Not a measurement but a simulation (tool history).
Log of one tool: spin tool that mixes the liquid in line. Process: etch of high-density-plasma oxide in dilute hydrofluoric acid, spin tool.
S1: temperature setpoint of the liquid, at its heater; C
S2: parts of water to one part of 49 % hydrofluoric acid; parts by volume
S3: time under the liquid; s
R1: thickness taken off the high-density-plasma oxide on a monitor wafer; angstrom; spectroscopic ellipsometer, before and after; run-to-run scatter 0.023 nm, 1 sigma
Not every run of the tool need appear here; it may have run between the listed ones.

| run | hour | S1 | S2 | S3 | R1 |
|---|---|---|---|---|---|
| 1 | 0.0 | 23.0 | 215 | 60 | 12.303 |
| 2 | 5.6 | 19.5 | 215 | 60 | 10.516 |
| 3 | 9.9 | 23.0 | 190 | 60 | 14.138 |
| 4 | 17.4 | 26.5 | 190 | 60 | 16.237 |
| 5 | 20.5 | 28.0 | 175 | 60 | 19.050 |
| 6 | 25.7 | 29.0 | 165 | 60 | 20.523 |
| 7 | 32.2 | 29.5 | 155 | 60 | 22.745 |
| 8 | 37.7 | 30.0 | 150 | 60 | 24.357 |

What will run 9 give?
| 9 | 45.3 | 30.5 | 150 | 60 | ? |

{"run 9": {"R1": 25.146}}

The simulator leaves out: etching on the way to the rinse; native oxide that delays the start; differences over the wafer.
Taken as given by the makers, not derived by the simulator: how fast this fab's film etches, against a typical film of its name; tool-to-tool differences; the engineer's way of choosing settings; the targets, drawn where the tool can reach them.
